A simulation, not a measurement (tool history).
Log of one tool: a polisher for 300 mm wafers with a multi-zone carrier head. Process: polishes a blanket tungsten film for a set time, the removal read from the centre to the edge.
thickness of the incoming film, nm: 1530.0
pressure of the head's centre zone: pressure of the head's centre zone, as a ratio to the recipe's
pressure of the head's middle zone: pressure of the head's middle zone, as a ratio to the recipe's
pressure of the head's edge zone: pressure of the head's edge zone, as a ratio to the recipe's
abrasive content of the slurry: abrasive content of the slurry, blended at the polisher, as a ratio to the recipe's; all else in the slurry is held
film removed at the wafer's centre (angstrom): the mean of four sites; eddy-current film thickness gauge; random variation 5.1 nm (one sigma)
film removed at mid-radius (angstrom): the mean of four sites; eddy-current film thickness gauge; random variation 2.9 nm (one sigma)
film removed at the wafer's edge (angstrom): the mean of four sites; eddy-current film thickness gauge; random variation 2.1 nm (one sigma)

| run | hour | flow of slurry (ml/min) | pressure of the head's centre zone | pressure of the head's middle zone | pressure of the head's edge zone | abrasive content of the slurry | polishing time (s) | film removed at the wafer's centre (angstrom) | film removed at mid-radius (angstrom) | film removed at the wafer's edge (angstrom) |
|---|---|---|---|---|---|---|---|---|---|---|
| 1 | 0 | 250 | 1 | 1 | 1 | 1 | 76 | 2552.7 | 2628.6 | 2534.2 |
| 2 | 6.6 | 275 | 1.06 | 1.06 | 0.99 | 1.1 | 77 | 2843.1 | 2918.5 | 2610.3 |
| 3 | 11.4 | 295 | 1.1 | 1.1 | 1 | 1.2 | 77 | 3050.3 | 3050.1 | 2699.6 |
| 4 | 13.5 | 240 | 1.1 | 1.1 | 1 | 1.2 | 77 | 2972.9 | 3022.9 | 2602.8 |
| 5 | 20.1 | 270 | 1.1 | 1.1 | 1 | 1.2 | 77 | 2907.5 | 3060.7 | 2672.4 |
| 6 | 23.6 | 285 | 1.13 | 1.11 | 0.96 | 1.3 | 78 | 3252.3 | 3188.8 | 2706.3 |
| 7 | 27 | 295 | 1.14 | 1.14 | 0.95 | 1.35 | 78 | 3228.2 | 3277.2 | 2773.2 |

The next listed run, before its measurement:
| 8 | 33.2 | 290 | 1.16 | 1.15 | 0.92 | 1.4 | 79 | ? | ? | ? |

Run 8 gave film removed at the wafer's centre (angstrom) 3427.3, film removed at mid-radius (angstrom) 3395.8, film removed at the wafer's edge (angstrom) 2733.9.
